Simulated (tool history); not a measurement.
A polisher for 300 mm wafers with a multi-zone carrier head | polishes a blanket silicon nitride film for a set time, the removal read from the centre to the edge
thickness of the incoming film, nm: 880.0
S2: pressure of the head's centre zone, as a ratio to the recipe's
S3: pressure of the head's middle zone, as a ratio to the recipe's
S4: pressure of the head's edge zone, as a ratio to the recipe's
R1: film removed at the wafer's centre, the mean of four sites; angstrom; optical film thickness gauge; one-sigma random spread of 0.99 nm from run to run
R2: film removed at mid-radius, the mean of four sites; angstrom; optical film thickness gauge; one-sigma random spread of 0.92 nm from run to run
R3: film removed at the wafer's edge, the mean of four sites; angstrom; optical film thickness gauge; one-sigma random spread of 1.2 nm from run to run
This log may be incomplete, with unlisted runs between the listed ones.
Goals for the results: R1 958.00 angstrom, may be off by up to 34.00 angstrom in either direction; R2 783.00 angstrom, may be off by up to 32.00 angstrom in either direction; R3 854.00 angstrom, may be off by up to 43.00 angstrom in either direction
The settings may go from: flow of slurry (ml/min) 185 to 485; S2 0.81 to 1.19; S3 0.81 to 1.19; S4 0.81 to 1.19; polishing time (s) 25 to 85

{"run": 1, "hour": 0.0, "flow of slurry (ml/min)": 310, "S2": 1.0, "S3": 1.0, "S4": 1.0, "polishing time (s)": 55, "R1": 999.42, "R2": 968.78, "R3": 989.54}
{"run": 2, "hour": 7.5, "flow of slurry (ml/min)": 375, "S2": 1.0, "S3": 1.0, "S4": 1.0, "polishing time (s)": 55, "R1": 997.18, "R2": 989.05, "R3": 1008.4}
{"run": 3, "hour": 11.5, "flow of slurry (ml/min)": 375, "S2": 1.0, "S3": 1.0, "S4": 0.95, "polishing time (s)": 55, "R1": 1017.3, "R2": 1008.2, "R3": 962.38}
{"run": 4, "hour": 16.5, "flow of slurry (ml/min)": 375, "S2": 1.0, "S3": 1.0, "S4": 0.95, "polishing time (s)": 44, "R1": 800.45, "R2": 789.77, "R3": 788.11}
{"run": 5, "hour": 17.2, "flow of slurry (ml/min)": 375, "S2": 1.02, "S3": 1.0, "S4": 0.96, "polishing time (s)": 44, "R1": 806.87, "R2": 779.08, "R3": 787.45}
{"run": 6, "hour": 17.7, "flow of slurry (ml/min)": 375, "S2": 1.02, "S3": 0.95, "S4": 0.96, "polishing time (s)": 44, "R1": 823.56, "R2": 756.99, "R3": 761.33}
{"run": 7, "hour": 22.5, "flow of slurry (ml/min)": 375, "S2": 1.03, "S3": 0.95, "S4": 0.97, "polishing time (s)": 44, "R1": 838.49, "R2": 754.19, "R3": 791.28}
{"hour": 27.3, "done": "worn pad replaced by a new one"}
{"run": 8, "hour": 27.3, "flow of slurry (ml/min)": 375, "S2": 1.04, "S3": 0.95, "S4": 0.97, "polishing time (s)": 44, "R1": 951.94, "R2": 853.5, "R3": 896.18}
{"run": 9, "hour": 32.9, "flow of slurry (ml/min)": 370, "S2": 1.04, "S3": 0.94, "S4": 0.97, "polishing time (s)": 44, "R1": 939.72, "R2": 833.45, "R3": 865.84}
{"run": 10, "hour": 34.4, "flow of slurry (ml/min)": 370, "S2": 1.04, "S3": 0.93, "S4": 0.97, "polishing time (s)": 44, "R1": 940.7, "R2": 829.12, "R3": 874.78}
{"run": 11, "hour": 35.6, "flow of slurry (ml/min)": 370, "S2": 1.04, "S3": 0.92, "S4": 0.97, "polishing time (s)": 44, "R1": 935.08, "R2": 846.04, "R3": 870.67}
{"run": 12, "hour": 43.0, "flow of slurry (ml/min)": 370, "S2": 1.05, "S3": 0.93, "S4": 0.97, "polishing time (s)": 43, "R1": 910.05, "R2": 830.09, "R3": 864.53}

Next run, 5 choices. One meets every target within its allowed miss, the rest don't. Which?
{"run": "A", "hour": 50.4, "flow of slurry (ml/min)": 445, "S2": 1.05, "S3": 1.01, "S4": 0.87, "polishing time (s)": 43, "R1": "?", "R2": "?", "R3": "?"}
{"run": "B", "hour": 50.4, "flow of slurry (ml/min)": 410, "S2": 1.0, "S3": 0.99, "S4": 1.04, "polishing time (s)": 40, "R1": "?", "R2": "?", "R3": "?"}
{"run": "C", "hour": 50.4, "flow of slurry (ml/min)": 325, "S2": 1.03, "S3": 0.92, "S4": 1.05, "polishing time (s)": 40, "R1": "?", "R2": "?", "R3": "?"}
{"run": "D", "hour": 50.4, "flow of slurry (ml/min)": 285, "S2": 0.99, "S3": 0.93, "S4": 0.87, "polishing time (s)": 48, "R1": "?", "R2": "?", "R3": "?"}
{"run": "E", "hour": 50.4, "flow of slurry (ml/min)": 365, "S2": 1.04, "S3": 0.84, "S4": 0.86, "polishing time (s)": 45, "R1": "?", "R2": "?", "R3": "?"}

move=A R1=967.19 R2=862.63 R3=827.47
move=B R1=850.96 R2=784.45 R3=833.78
move=C R1=857.29 R2=723.12 R3=825.86
move=D R1=973.56 R2=864.02 R3=897.17
move=E R1=984.76 R2=762.76 R3=853.43
A: misses by more than the last run did
B: the furthest-off result lands on target, but another misses its tolerance
C: takes the result that was furthest off past its target
D: misses by more than the last run did
E: meets every target
E is the move that brings every result within its allowed miss.
